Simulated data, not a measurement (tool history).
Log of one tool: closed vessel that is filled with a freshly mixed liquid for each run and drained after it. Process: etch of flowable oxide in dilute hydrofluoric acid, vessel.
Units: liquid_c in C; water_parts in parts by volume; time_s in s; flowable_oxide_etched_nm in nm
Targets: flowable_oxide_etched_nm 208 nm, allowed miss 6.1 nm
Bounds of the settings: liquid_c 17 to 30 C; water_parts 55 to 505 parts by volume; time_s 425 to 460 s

run	hour	liquid_c	water_parts	time_s	flowable_oxide_etched_nm
1	0	22	280	425	56.634
2	0.5	24	220	425	81.21
3	4.7	24	220	425	82.774
4	12.3	22	220	425	76.255
5	19.6	24	180	425	105.59
6	23.8	24	145	425	137.54
7	31.6	25.5	135	425	156.04
8	37.4	26.5	130	425	169.14
9	38.8	27.5	130	425	176.24
10	45.3	28	130	425	179.57
11	51.6	28.5	130	425	184.19
12	57.6	29	130	425	185.95
13	62.7	29	130	425	183.96
14	66.1	29	125	425	196.96
15	72.2	29.5	125	425	197.08

Which of these 5 next moves meets every target?
A	78.3	28	140	460	?
B	78.3	30	140	435	?
C	78.3	29.5	130	430	?
D	78.3	30	140	460	?
E	78.3	30	130	460	?

move	flowable_oxide_etched_nm
A	180.11
B	183.26
C	194.13
D	193.8
E	211.52
A: further off than the last run
B: further off than the last run
C: further off than the last run
D: further off than the last run
E: meets every target
The right move is E.

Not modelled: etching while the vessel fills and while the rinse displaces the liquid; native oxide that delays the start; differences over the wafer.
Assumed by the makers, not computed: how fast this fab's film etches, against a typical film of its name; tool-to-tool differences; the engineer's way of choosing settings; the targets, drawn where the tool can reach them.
